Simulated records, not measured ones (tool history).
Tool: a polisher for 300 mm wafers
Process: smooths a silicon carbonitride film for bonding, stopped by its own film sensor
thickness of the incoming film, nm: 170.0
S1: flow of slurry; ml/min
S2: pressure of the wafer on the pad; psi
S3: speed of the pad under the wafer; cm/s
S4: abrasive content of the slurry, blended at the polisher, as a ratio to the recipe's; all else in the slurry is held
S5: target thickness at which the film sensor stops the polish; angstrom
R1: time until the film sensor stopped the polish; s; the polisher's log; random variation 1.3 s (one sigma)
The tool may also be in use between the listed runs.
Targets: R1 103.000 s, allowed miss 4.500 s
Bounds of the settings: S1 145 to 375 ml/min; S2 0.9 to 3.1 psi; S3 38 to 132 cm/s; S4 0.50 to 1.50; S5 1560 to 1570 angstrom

run,hour,S1,S2,S3,S4,S5,R1
1,0.0,240,2.0,84,1.00,1560,65.857
2,5.4,240,1.9,84,1.00,1560,67.085
3,9.5,240,1.8,84,1.00,1560,71.133
4,18.4,240,1.7,84,1.00,1560,73.601
5,22.6,240,1.9,84,1.00,1560,67.323
6,25.6,290,1.9,84,1.00,1560,66.803
7,31.1,290,1.8,84,1.00,1560,68.776
8,34.9,290,1.7,84,1.00,1560,72.289
9,39.0,290,1.6,84,1.00,1560,74.262
10,42.7,290,1.5,84,1.00,1560,77.515
11,47.8,290,1.5,84,1.00,1560,78.503
12,49.0,290,1.4,84,1.00,1560,81.987
13,51.7,290,1.3,84,1.00,1560,84.448
14,59.1,290,1.2,84,1.00,1560,89.129

4 next moves are on the table. One of them brings every result within its allowed miss. Which?
A,66.5,265,1.1,102,1.10,1570,?
B,66.5,245,1.0,62,1.15,1570,?
C,66.5,295,0.9,78,1.25,1560,?
D,66.5,270,1.3,90,1.00,1570,?

move,R1
A,72.670
B,112.500
C,101.240
D,76.317
A: further off than the last run
B: takes the result that was furthest off past its target
C: meets every target
D: further off than the last run
Answer: C
